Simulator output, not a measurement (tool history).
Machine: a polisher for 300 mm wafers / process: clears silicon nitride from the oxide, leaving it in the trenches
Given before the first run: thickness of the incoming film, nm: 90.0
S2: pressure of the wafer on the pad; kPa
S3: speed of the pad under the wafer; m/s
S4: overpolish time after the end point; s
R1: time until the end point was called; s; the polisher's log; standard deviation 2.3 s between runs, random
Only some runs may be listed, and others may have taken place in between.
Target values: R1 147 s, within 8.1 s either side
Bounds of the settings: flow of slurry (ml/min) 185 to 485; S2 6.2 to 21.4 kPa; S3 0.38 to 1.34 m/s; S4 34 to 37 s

Run 1, hour 0: flow of slurry (ml/min) 310, S2 13.8 kPa, S3 0.86 m/s, S4 34 s. Result: R1 195.12 s.
Run 2, hour 2.4: flow of slurry (ml/min) 310, S2 11 kPa, S3 0.86 m/s, S4 34 s. Result: R1 228.77 s.
Run 3, hour 7.7: flow of slurry (ml/min) 310, S2 11 kPa, S3 0.66 m/s, S4 34 s. Result: R1 265.34 s.
Run 4, hour 11.4: flow of slurry (ml/min) 310, S2 12.4 kPa, S3 0.68 m/s, S4 34 s. Result: R1 250.25 s.
Run 5, hour 12.4: flow of slurry (ml/min) 310, S2 13.8 kPa, S3 0.7 m/s, S4 34 s. Result: R1 219.87 s.
Run 6, hour 19: flow of slurry (ml/min) 275, S2 13.8 kPa, S3 0.7 m/s, S4 34 s. Result: R1 219.98 s.
Run 7, hour 27.1: flow of slurry (ml/min) 275, S2 14.5 kPa, S3 0.7 m/s, S4 34 s. Result: R1 217.58 s.
Run 8, hour 35.2: flow of slurry (ml/min) 275, S2 18.6 kPa, S3 0.76 m/s, S4 34 s. Result: R1 175.96 s.
Run 9, hour 39.6: flow of slurry (ml/min) 275, S2 18.6 kPa, S3 0.78 m/s, S4 34 s. Result: R1 169.6 s.
Run 10, hour 44.3: flow of slurry (ml/min) 275, S2 20 kPa, S3 0.8 m/s, S4 34 s. Result: R1 156.61 s.

5 next moves are on the table. One of them brings every result within its allowed miss. Which?
Run A, hour 49: flow of slurry (ml/min) 255, S2 21.4 kPa, S3 0.82 m/s, S4 36 s. Result: R1 ?.
Run B, hour 49: flow of slurry (ml/min) 185, S2 20 kPa, S3 0.86 m/s, S4 34 s. Result: R1 ?.
Run C, hour 49: flow of slurry (ml/min) 245, S2 18.6 kPa, S3 0.84 m/s, S4 34 s. Result: R1 ?.
Run D, hour 49: flow of slurry (ml/min) 300, S2 19.3 kPa, S3 0.76 m/s, S4 35 s. Result: R1 ?.
Run E, hour 49: flow of slurry (ml/min) 230, S2 20 kPa, S3 0.74 m/s, S4 34 s. Result: R1 ?.

move      R1
   A  151.06
   B  160.71
   C  165.29
   D  169.37
   E  173.54
A: in spec on every target
B: further off than the last run
C: further off than the last run
D: further off than the last run
E: further off than the last run
The move that meets every target is A.
